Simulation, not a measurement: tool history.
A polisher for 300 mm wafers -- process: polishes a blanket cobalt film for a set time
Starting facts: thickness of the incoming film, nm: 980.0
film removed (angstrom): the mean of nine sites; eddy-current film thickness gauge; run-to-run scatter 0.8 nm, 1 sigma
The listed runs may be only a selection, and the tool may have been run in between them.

run,hour,flow of slurry (ml/min),pressure of the wafer on the pad (kPa),speed of the pad under the wafer (cm/s),polishing time (s),film removed (angstrom)
1,0,190,8.3,98,64,1766.5
2,1.1,190,6.9,98,64,1491.2
3,5.5,185,6.2,98,64,1347.1
4,6.6,185,7.6,98,64,1632.9
5,15.1,185,6.9,98,64,1465.7
# hour 21.3: slurry nozzle cleaned
6,21.3,185,6.9,118,64,1748.2

Estimate the outcome of run 7 from the log above:
7,26.3,180,6.2,118,64,?

film removed (angstrom): 1544.8
